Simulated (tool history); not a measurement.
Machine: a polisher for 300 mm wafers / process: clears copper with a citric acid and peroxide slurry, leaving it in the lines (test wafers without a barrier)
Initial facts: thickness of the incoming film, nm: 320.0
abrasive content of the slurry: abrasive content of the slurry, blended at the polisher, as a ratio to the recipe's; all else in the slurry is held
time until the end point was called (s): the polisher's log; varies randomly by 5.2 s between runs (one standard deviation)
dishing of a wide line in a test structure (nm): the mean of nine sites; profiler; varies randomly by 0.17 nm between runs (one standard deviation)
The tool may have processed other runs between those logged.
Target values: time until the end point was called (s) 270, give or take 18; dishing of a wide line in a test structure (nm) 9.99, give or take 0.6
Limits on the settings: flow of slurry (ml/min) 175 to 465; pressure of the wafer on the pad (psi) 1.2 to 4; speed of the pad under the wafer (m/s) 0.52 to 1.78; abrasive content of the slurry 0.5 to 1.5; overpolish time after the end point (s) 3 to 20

| run | hour | flow of slurry (ml/min) | pressure of the wafer on the pad (psi) | speed of the pad under the wafer (m/s) | abrasive content of the slurry | overpolish time after the end point (s) | time until the end point was called (s) | dishing of a wide line in a test structure (nm) |
|---|---|---|---|---|---|---|---|---|
| 1 | 0 | 295 | 2.6 | 1.14 | 1 | 10 | 167.03 | 12.583 |
| 2 | 2.3 | 295 | 2.6 | 1.14 | 1 | 7 | 173.43 | 9.6833 |
| 3 | 7.7 | 295 | 2.3 | 1.12 | 1 | 8 | 188.49 | 9.3038 |
| 4 | 13.2 | 295 | 2.1 | 1.06 | 1 | 10 | 214.17 | 10.473 |
| 5 | 16.4 | 295 | 1.9 | 1.04 | 1 | 10 | 252.97 | 9.1995 |
| 6 | 25.3 | 295 | 2.2 | 1.04 | 1 | 10 | 209.33 | 10.283 |
| 7 | 30.4 | 295 | 2 | 1.04 | 1 | 11 | 240.32 | 10.511 |
| 8 | 35 | 295 | 1.9 | 1.04 | 1 | 11 | 248.87 | 10.23 |

Which single option among these 5 for the next run brings every result within its allowed miss of target? Just one does.
| A | 39.6 | 230 | 2.2 | 1.12 | 1 | 10 | ? | ? |
| B | 39.6 | 195 | 2 | 1.08 | 1.1 | 12 | ? | ? |
| C | 39.6 | 265 | 2.1 | 1.2 | 0.95 | 10 | ? | ? |
| D | 39.6 | 275 | 1.6 | 1.16 | 0.9 | 12 | ? | ? |
| E | 39.6 | 295 | 2.2 | 1.08 | 1 | 9 | ? | ? |

| move | time until the end point was called (s) | dishing of a wide line in a test structure (nm) |
|---|---|---|
| A | 203.55 | 10.528 |
| B | 230.83 | 10.957 |
| C | 198.42 | 10.713 |
| D | 268.62 | 9.7943 |
| E | 205.1 | 9.6917 |
A: moves away from the targets compared with the last run
B: moves away from the targets compared with the last run
C: moves away from the targets compared with the last run
D: every result lands within tolerance
E: moves away from the targets compared with the last run
D meets every target.

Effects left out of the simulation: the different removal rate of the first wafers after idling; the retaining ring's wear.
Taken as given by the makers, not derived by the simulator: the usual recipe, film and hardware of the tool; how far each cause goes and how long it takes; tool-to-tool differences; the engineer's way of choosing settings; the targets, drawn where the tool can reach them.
